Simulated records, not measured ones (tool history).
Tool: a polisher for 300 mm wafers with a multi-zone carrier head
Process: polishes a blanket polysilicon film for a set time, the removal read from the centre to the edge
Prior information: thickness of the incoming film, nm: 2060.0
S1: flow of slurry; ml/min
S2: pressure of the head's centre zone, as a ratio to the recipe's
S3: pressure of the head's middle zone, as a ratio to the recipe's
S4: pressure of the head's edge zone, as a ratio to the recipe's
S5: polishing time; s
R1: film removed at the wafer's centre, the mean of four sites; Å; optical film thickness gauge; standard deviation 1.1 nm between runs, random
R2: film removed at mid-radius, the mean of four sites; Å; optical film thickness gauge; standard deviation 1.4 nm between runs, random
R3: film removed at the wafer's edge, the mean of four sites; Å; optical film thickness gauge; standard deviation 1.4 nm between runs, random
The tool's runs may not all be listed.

| run | day | S1 | S2 | S3 | S4 | S5 | R1 | R2 | R3 |
|---|---|---|---|---|---|---|---|---|---|
| 1 | 0 | 280 | 1 | 1 | 1 | 36 | 1574.7 | 1615.5 | 1555.7 |
| 2 | 0.179 | 250 | 1 | 1 | 1 | 36 | 1542.9 | 1568 | 1540.6 |
| 3 | 0.292 | 250 | 0.94 | 1 | 1 | 36 | 1460 | 1598.5 | 1525.4 |
| 4 | 0.617 | 250 | 0.99 | 1 | 1 | 36 | 1543 | 1591.1 | 1555.6 |
| 5 | 0.917 | 250 | 0.99 | 1.07 | 1 | 36 | 1534.3 | 1691.7 | 1545.1 |
| 6 | 1.104 | 250 | 0.99 | 1.07 | 1.03 | 36 | 1535.6 | 1671.9 | 1550.6 |
| 7 | 1.446 | 275 | 1.04 | 1.09 | 0.97 | 34 | 1543.5 | 1629.2 | 1472 |
| 8 | 1.725 | 290 | 1.08 | 1.12 | 0.92 | 33 | 1568.7 | 1619.6 | 1370.5 |

Predict the results of run 9:
| 9 | 2.1 | 290 | 1.09 | 1.11 | 0.89 | 33 | ? | ? | ? |

Run 9 gave R1 1581.2 Å, R2 1608.5 Å, R3 1342 Å.
